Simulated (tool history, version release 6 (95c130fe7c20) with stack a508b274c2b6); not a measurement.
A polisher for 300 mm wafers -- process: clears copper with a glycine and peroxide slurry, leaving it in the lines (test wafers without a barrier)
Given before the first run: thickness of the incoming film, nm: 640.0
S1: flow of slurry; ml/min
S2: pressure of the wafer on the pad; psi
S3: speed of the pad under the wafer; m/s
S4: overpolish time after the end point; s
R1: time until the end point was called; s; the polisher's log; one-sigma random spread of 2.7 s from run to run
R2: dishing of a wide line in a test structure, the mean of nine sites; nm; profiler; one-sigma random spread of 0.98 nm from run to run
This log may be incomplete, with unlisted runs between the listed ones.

run  hour   S1   S2    S3  S4      R1      R2
  1     0  195  2.4  1.14  14  111.68  46.168
  2   6.7  195  2.1  1.12  16   127.9  45.771
  3   8.2  195  2.1  0.98  16  136.83  45.064
  4  16.5  195    2  0.94  17  146.83  41.107
  5  24.9  195    2  0.94  12  152.05   32.57
  6  33.3  195  2.4  0.94  12  126.97  37.516
  7  40.1  195  2.2  0.94  15  137.63  40.154

Forecast run 8:
  8  42.4  195   2  0.96  17   ?   ?

{"run 8": {"R1": 149.92, "R2": 43.054}}
